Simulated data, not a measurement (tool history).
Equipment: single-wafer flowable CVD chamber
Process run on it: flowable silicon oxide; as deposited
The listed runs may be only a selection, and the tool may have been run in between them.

| run | hour | heater temperature setpoint (°C) | chamber pressure (mTorr) | RF power (kW) | deposition time (s) | mean film thickness on the monitor wafer (angstrom) |
|---|---|---|---|---|---|---|
| 1 | 0 | 100 | 1010 | 1.965 | 586 | 5341.2 |
| 2 | 0.8 | 91 | 1010 | 1.965 | 586 | 7247.6 |
| 3 | 2.6 | 91 | 1180 | 1.965 | 586 | 8368.2 |
| 4 | 11.8 | 90 | 1180 | 1.965 | 586 | 8661.9 |
| 5 | 20 | 89 | 1180 | 1.965 | 586 | 8957.7 |
| 6 | 24 | 88 | 1180 | 1.965 | 586 | 9215.8 |

Predict the results of run 7:
| 7 | 26.4 | 87 | 1180 | 1.965 | 586 | ? |

{"run 7": {"mean film thickness on the monitor wafer (angstrom)": 9468}}
